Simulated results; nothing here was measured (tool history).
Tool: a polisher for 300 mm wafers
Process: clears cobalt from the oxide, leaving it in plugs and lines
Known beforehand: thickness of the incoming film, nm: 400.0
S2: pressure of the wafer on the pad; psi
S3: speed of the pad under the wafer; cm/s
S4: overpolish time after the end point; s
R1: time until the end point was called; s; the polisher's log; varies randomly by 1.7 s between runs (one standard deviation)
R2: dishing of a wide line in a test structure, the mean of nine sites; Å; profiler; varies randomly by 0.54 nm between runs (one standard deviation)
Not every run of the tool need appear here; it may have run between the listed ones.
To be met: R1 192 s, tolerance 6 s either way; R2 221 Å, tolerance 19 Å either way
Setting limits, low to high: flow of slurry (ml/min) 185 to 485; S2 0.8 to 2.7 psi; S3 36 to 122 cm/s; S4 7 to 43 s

Run 1, hour 0: flow of slurry (ml/min) 310, S2 1.7 psi, S3 78 cm/s, S4 22 s. Result: R1 140.12 s, R2 324.63 Å.
Run 2, hour 1.4: flow of slurry (ml/min) 310, S2 1.7 psi, S3 70 cm/s, S4 22 s. Result: R1 151.1 s, R2 308.71 Å.
Run 3, hour 8.8: flow of slurry (ml/min) 310, S2 1.7 psi, S3 56 cm/s, S4 22 s. Result: R1 175.72 s, R2 276.21 Å.
Run 4, hour 15.6: flow of slurry (ml/min) 310, S2 1.7 psi, S3 56 cm/s, S4 29 s. Result: R1 174.14 s, R2 338.6 Å.
Run 5, hour 16.6: flow of slurry (ml/min) 310, S2 1.7 psi, S3 40 cm/s, S4 29 s. Result: R1 217.41 s, R2 291.21 Å.
Run 6, hour 24.8: flow of slurry (ml/min) 310, S2 1.5 psi, S3 40 cm/s, S4 29 s. Result: R1 240.6 s, R2 281.55 Å.
At hour 26.4: worn pad replaced by a new one.
Run 7, hour 26.4: flow of slurry (ml/min) 310, S2 1.6 psi, S3 40 cm/s, S4 26 s. Result: R1 209.71 s, R2 274.94 Å.
Run 8, hour 30.7: flow of slurry (ml/min) 310, S2 1.6 psi, S3 40 cm/s, S4 24 s. Result: R1 207.31 s, R2 257.38 Å.

Of the 4 settings listed for the next run, only one would bring every result within its allowed miss of target. Which one?
Run A, hour 35: flow of slurry (ml/min) 310, S2 1.8 psi, S3 38 cm/s, S4 17 s. Result: R1 ?, R2 ?.
Run B, hour 35: flow of slurry (ml/min) 300, S2 1.5 psi, S3 50 cm/s, S4 23 s. Result: R1 ?, R2 ?.
Run C, hour 35: flow of slurry (ml/min) 395, S2 1.7 psi, S3 40 cm/s, S4 24 s. Result: R1 ?, R2 ?.
Run D, hour 35: flow of slurry (ml/min) 370, S2 1.9 psi, S3 38 cm/s, S4 22 s. Result: R1 ?, R2 ?.

move      R1      R2
   A  187.81  220.44
   B  190.43  270.03
   C  189.47  278.67
   D  175.92  276.09
A: all results in spec
B: meets the target for the result that was furthest off, but another lies outside its allowed miss
C: meets the target for the result that was furthest off, but another lies outside its allowed miss
D: takes the biggest miss from the last run beyond its target
So the answer is move A, the one that meets all the targets.

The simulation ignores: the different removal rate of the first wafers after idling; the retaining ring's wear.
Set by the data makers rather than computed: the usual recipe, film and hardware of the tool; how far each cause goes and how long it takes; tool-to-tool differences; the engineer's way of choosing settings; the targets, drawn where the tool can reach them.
